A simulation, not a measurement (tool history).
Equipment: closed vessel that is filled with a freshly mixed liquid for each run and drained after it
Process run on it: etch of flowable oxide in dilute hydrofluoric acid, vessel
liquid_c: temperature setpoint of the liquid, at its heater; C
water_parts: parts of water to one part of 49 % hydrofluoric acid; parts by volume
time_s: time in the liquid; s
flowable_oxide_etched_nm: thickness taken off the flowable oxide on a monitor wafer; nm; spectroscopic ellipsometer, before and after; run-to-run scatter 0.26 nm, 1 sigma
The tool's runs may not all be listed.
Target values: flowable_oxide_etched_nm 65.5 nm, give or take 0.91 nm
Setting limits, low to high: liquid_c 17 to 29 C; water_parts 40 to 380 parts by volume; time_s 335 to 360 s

run,hour,liquid_c,water_parts,time_s,flowable_oxide_etched_nm
1,0,21,210,335,49.005
2,4.8,21,210,335,48.983
3,14.1,22,210,335,51.095
4,19.9,22.5,210,335,51.919
5,21.2,23,210,335,52.859
6,24.5,20,210,335,47.553
7,29.5,24,210,335,54.441
8,30.8,24.5,210,335,55.893
9,31.8,25,210,335,56.912
10,37.8,25.5,210,335,58.448
11,44.7,26,210,335,58.705
12,49.7,26.5,210,335,60.1
13,57.2,28,210,335,63.66
14,64.9,28.5,210,335,64.276

Of the 5 settings listed for the next run, only one would bring every result within its allowed miss of target. Which one?
A,72.6,26.5,195,335,?
B,72.6,29,220,340,?
C,72.6,26.5,195,340,?
D,72.6,29,225,350,?
E,72.6,27.5,220,360,?

move,flowable_oxide_etched_nm
A,65.776
B,62.779
C,66.758
D,62.821
E,63.096
A: all results land within tolerance of their targets
B: the biggest miss grows against the last run
C: takes the result that was furthest off past its target
D: the biggest miss grows against the last run
E: the biggest miss grows against the last run
Go with A: it meets all targets.

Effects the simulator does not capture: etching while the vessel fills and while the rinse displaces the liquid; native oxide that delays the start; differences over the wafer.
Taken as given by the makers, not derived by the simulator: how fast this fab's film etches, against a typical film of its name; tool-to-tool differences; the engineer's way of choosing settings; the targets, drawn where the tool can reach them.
